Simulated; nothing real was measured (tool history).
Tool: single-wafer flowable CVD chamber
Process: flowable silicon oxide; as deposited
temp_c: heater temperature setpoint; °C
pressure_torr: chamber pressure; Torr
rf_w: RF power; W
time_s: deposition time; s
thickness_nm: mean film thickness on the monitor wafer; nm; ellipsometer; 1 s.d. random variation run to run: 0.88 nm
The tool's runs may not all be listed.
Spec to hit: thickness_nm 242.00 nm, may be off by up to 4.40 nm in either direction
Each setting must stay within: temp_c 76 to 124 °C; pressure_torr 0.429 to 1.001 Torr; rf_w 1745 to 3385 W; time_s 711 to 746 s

Run 1, day 0.000: temp_c 100 °C, pressure_torr 0.715 Torr, rf_w 2565 W, time_s 746 s. Result: thickness_nm 350.67 nm.
Run 2, day 0.117: temp_c 100 °C, pressure_torr 0.715 Torr, rf_w 2565 W, time_s 746 s. Result: thickness_nm 349.37 nm.
Run 3, day 0.354: temp_c 100 °C, pressure_torr 0.808 Torr, rf_w 2565 W, time_s 746 s. Result: thickness_nm 395.22 nm.
Run 4, day 0.525: temp_c 100 °C, pressure_torr 0.808 Torr, rf_w 2565 W, time_s 711 s. Result: thickness_nm 374.55 nm.
Run 5, day 0.650: temp_c 103 °C, pressure_torr 0.807 Torr, rf_w 2565 W, time_s 711 s. Result: thickness_nm 341.82 nm.
Run 6, day 0.771: temp_c 103 °C, pressure_torr 0.807 Torr, rf_w 2865 W, time_s 711 s. Result: thickness_nm 342.67 nm.
Run 7, day 1.104: temp_c 106 °C, pressure_torr 0.807 Torr, rf_w 2865 W, time_s 711 s. Result: thickness_nm 314.38 nm.
Run 8, day 1.438: temp_c 108 °C, pressure_torr 0.807 Torr, rf_w 2865 W, time_s 711 s. Result: thickness_nm 299.62 nm.
Run 9, day 1.692: temp_c 110 °C, pressure_torr 0.807 Torr, rf_w 2865 W, time_s 711 s. Result: thickness_nm 281.65 nm.
Run 10, day 1.838: temp_c 111 °C, pressure_torr 0.807 Torr, rf_w 2865 W, time_s 711 s. Result: thickness_nm 271.88 nm.

Exactly one of the 5 candidate moves below puts every result within its allowed miss. Which one?
Run A, day 1.983: temp_c 103 °C, pressure_torr 0.559 Torr, rf_w 2595 W, time_s 746 s. Result: thickness_nm ?.
Run B, day 1.983: temp_c 115 °C, pressure_torr 0.768 Torr, rf_w 2975 W, time_s 733 s. Result: thickness_nm ?.
Run C, day 1.983: temp_c 117 °C, pressure_torr 0.791 Torr, rf_w 2765 W, time_s 711 s. Result: thickness_nm ?.
Run D, day 1.983: temp_c 117 °C, pressure_torr 0.863 Torr, rf_w 2535 W, time_s 746 s. Result: thickness_nm ?.
Run E, day 1.983: temp_c 108 °C, pressure_torr 0.766 Torr, rf_w 2745 W, time_s 711 s. Result: thickness_nm ?.

move  thickness_nm
   A        253.51
   B        241.39
   C        226.84
   D        256.98
   E        282.70
A: moves toward the targets from the last run without getting all of them in spec
B: meets every target
C: takes the result that was furthest off past its target
D: moves toward the targets from the last run without getting all of them in spec
E: misses by more than the last run did
Answer: B

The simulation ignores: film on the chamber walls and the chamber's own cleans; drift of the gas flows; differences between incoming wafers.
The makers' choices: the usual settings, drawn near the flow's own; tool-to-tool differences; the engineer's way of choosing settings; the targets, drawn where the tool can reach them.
